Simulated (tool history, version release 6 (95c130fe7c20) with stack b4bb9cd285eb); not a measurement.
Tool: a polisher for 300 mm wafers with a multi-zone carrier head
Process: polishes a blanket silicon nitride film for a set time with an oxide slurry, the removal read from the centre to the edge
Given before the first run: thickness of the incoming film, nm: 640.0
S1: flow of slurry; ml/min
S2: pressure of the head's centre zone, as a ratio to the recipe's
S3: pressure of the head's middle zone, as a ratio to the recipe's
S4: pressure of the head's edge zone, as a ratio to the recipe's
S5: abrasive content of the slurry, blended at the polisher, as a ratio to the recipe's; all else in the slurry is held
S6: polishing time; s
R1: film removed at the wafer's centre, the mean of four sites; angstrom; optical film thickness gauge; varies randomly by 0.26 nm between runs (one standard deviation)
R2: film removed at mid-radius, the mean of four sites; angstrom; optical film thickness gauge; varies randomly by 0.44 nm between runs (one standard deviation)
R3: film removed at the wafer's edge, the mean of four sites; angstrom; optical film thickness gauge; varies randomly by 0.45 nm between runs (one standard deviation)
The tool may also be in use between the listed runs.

run,hour,S1,S2,S3,S4,S5,S6,R1,R2,R3
1,0.0,280,1.00,1.00,1.00,1.00,61,473.11,494.61,469.99
2,8.1,280,1.00,1.00,1.00,1.20,61,531.90,560.82,526.33
3,12.5,330,1.00,1.00,1.00,1.20,61,533.45,554.51,550.94
4,19.2,375,1.00,1.00,1.00,1.20,61,552.35,571.45,548.39
5,27.6,365,0.98,0.97,0.98,1.10,61,509.83,529.73,514.70
6,34.4,355,0.97,0.94,0.97,1.00,61,482.93,480.62,492.38
7,37.5,340,0.95,0.93,0.95,0.95,61,445.09,449.74,460.62
8,38.5,260,0.89,0.86,0.85,0.85,61,375.53,383.45,388.06

For run 9, what comes out?
9,42.5,250,0.89,0.86,0.84,0.85,61,?,?,?

R1: 367.98 angstrom
R2: 387.68 angstrom
R3: 388.97 angstrom

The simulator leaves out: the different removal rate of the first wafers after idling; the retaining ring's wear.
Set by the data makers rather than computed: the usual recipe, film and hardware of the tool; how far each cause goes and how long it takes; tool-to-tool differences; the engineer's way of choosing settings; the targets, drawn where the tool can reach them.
